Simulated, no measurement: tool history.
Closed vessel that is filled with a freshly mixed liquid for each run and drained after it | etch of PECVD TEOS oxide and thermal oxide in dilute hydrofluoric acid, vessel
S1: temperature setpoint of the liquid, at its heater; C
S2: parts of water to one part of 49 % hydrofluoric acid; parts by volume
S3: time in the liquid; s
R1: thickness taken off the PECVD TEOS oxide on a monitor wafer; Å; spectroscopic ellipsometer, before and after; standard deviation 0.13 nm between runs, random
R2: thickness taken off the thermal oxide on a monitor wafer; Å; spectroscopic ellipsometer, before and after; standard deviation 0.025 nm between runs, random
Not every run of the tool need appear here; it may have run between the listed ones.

run	hour	S1	S2	S3	R1	R2
1	0	21	55	185	329.83	154.93
2	0.8	19.5	65	185	252.42	121.02
3	4.9	19	75	185	213.69	101.03
4	10.9	21	75	185	233.24	110.48
5	16.8	19.5	80	185	202.85	97.38
6	25.7	21.5	80	185	219.49	105.45

Forecast run 7:
7	30.7	20	85	185	?	?

R1: 194.04 Å
R2: 92.739 Å
